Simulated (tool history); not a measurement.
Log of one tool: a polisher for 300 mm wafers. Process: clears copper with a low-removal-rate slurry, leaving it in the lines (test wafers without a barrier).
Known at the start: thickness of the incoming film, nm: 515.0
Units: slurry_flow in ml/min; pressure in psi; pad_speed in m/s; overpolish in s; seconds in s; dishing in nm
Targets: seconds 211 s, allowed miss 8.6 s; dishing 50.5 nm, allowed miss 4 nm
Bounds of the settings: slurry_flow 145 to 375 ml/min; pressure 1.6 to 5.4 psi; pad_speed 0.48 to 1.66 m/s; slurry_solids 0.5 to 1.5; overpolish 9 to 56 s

Run 1, day 0: slurry_flow 240 ml/min, pressure 3.5 psi, pad_speed 1.06 m/s, slurry_solids 1, overpolish 29 s. Result: seconds 143.09 s, dishing 46.749 nm.
Run 2, day 0.154: slurry_flow 240 ml/min, pressure 3.2 psi, pad_speed 1.06 m/s, slurry_solids 1, overpolish 29 s. Result: seconds 153.63 s, dishing 45.393 nm.
Run 3, day 0.196: slurry_flow 240 ml/min, pressure 3.2 psi, pad_speed 1.06 m/s, slurry_solids 1, overpolish 33 s. Result: seconds 156.11 s, dishing 48.342 nm.
Run 4, day 0.567: slurry_flow 240 ml/min, pressure 3 psi, pad_speed 1.06 m/s, slurry_solids 1, overpolish 35 s. Result: seconds 166.71 s, dishing 46.585 nm.
Run 5, day 0.767: slurry_flow 240 ml/min, pressure 2.9 psi, pad_speed 1.06 m/s, slurry_solids 1, overpolish 38 s. Result: seconds 174.27 s, dishing 49.23 nm.
Run 6, day 0.983: slurry_flow 240 ml/min, pressure 2.8 psi, pad_speed 1.06 m/s, slurry_solids 1, overpolish 39 s. Result: seconds 173.67 s, dishing 49.923 nm.
Run 7, day 1.346: slurry_flow 240 ml/min, pressure 2.7 psi, pad_speed 1.06 m/s, slurry_solids 1, overpolish 40 s. Result: seconds 180.27 s, dishing 47.027 nm.
Run 8, day 1.529: slurry_flow 240 ml/min, pressure 2.6 psi, pad_speed 1.06 m/s, slurry_solids 1, overpolish 42 s. Result: seconds 190.2 s, dishing 46.944 nm.
Run 9, day 1.85: slurry_flow 240 ml/min, pressure 2.6 psi, pad_speed 1.06 m/s, slurry_solids 1, overpolish 44 s. Result: seconds 193.72 s, dishing 48.568 nm.
Run 10, day 2.075: slurry_flow 240 ml/min, pressure 2.6 psi, pad_speed 1.06 m/s, slurry_solids 1, overpolish 45 s. Result: seconds 194.77 s, dishing 50.437 nm.
Run 11, day 2.212: slurry_flow 240 ml/min, pressure 2.6 psi, pad_speed 1.06 m/s, slurry_solids 1, overpolish 46 s. Result: seconds 186.15 s, dishing 52.56 nm.
Run 12, day 2.467: slurry_flow 240 ml/min, pressure 2.5 psi, pad_speed 1.06 m/s, slurry_solids 1, overpolish 47 s. Result: seconds 201.51 s, dishing 49 nm.

4 next moves are on the table. One of them brings every result within its allowed miss. Which?
Run A, day 2.721: slurry_flow 175 ml/min, pressure 1.8 psi, pad_speed 1.4 m/s, slurry_solids 0.9, overpolish 41 s. Result: seconds ?, dishing ?.
Run B, day 2.721: slurry_flow 230 ml/min, pressure 2.6 psi, pad_speed 0.92 m/s, slurry_solids 1.2, overpolish 52 s. Result: seconds ?, dishing ?.
Run C, day 2.721: slurry_flow 195 ml/min, pressure 2.3 psi, pad_speed 1.2 m/s, slurry_solids 1, overpolish 40 s. Result: seconds ?, dishing ?.
Run D, day 2.721: slurry_flow 245 ml/min, pressure 2.3 psi, pad_speed 1.26 m/s, slurry_solids 0.85, overpolish 55 s. Result: seconds ?, dishing ?.

move  seconds  dishing
   A    223.2   43.524
   B   211.49   50.774
   C   196.92   46.498
   D   192.42    52.86
A: takes the result that was furthest off past its target
B: meets every target
C: further off than the last run
D: further off than the last run
The right move is B.

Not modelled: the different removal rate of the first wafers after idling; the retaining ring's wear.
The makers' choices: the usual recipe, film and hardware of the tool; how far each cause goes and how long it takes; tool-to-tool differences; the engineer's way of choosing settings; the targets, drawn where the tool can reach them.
